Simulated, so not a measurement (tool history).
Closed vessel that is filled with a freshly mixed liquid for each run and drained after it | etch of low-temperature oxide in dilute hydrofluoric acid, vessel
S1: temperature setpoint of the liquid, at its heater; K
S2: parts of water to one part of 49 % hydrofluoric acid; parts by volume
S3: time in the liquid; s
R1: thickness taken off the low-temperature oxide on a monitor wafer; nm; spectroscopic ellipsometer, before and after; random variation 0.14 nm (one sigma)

| run | hour | S1 | S2 | S3 | R1 |
|---|---|---|---|---|---|
| 1 | 0 | 299.15 | 250 | 355 | 29.372 |
| 2 | 6.9 | 299.15 | 250 | 355 | 29.01 |
| 3 | 7.7 | 299.15 | 180 | 355 | 44.277 |
| 4 | 14.4 | 297.65 | 210 | 355 | 34.655 |
| 5 | 22.9 | 297.65 | 210 | 355 | 35.179 |
| 6 | 26.1 | 296.65 | 235 | 355 | 29.283 |
| 7 | 29.9 | 295.65 | 255 | 355 | 25.448 |
| 8 | 35.3 | 294.65 | 270 | 355 | 22.766 |
| 9 | 40.8 | 294.15 | 285 | 355 | 20.431 |

Run 10 comes next. What will it give?
| 10 | 44.7 | 293.65 | 295 | 355 | ? |

{"run 10": {"R1": 20.006}}
